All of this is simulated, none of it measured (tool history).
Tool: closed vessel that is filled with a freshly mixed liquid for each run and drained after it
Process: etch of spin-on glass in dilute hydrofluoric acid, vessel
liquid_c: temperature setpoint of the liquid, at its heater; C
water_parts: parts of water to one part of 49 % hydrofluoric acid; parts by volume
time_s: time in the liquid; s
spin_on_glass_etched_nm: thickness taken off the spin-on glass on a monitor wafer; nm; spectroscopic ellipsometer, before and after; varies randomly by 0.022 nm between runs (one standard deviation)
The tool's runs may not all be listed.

Run 1, day 0: liquid_c 20 C, water_parts 285 parts by volume, time_s 35 s. Result: spin_on_glass_etched_nm 3.4209 nm.
Run 2, day 0.158: liquid_c 20 C, water_parts 285 parts by volume, time_s 30 s. Result: spin_on_glass_etched_nm 2.9452 nm.
Run 3, day 0.325: liquid_c 20.5 C, water_parts 280 parts by volume, time_s 30 s. Result: spin_on_glass_etched_nm 3.0758 nm.
Run 4, day 0.592: liquid_c 20.5 C, water_parts 270 parts by volume, time_s 30 s. Result: spin_on_glass_etched_nm 3.2019 nm.
Run 5, day 0.662: liquid_c 19 C, water_parts 270 parts by volume, time_s 30 s. Result: spin_on_glass_etched_nm 3.0199 nm.
Run 6, day 1.054: liquid_c 20 C, water_parts 270 parts by volume, time_s 30 s. Result: spin_on_glass_etched_nm 3.1671 nm.
Run 7, day 1.4: liquid_c 20.5 C, water_parts 265 parts by volume, time_s 30 s. Result: spin_on_glass_etched_nm 3.2764 nm.
Run 8, day 1.542: liquid_c 21 C, water_parts 260 parts by volume, time_s 30 s. Result: spin_on_glass_etched_nm 3.411 nm.
Run 9, day 1.808: liquid_c 21.5 C, water_parts 255 parts by volume, time_s 30 s. Result: spin_on_glass_etched_nm 3.6007 nm.

What will run 10 give?
Run 10, day 1.883: liquid_c 22 C, water_parts 255 parts by volume, time_s 30 s. Result: spin_on_glass_etched_nm ?.

spin_on_glass_etched_nm: 3.6417 nm
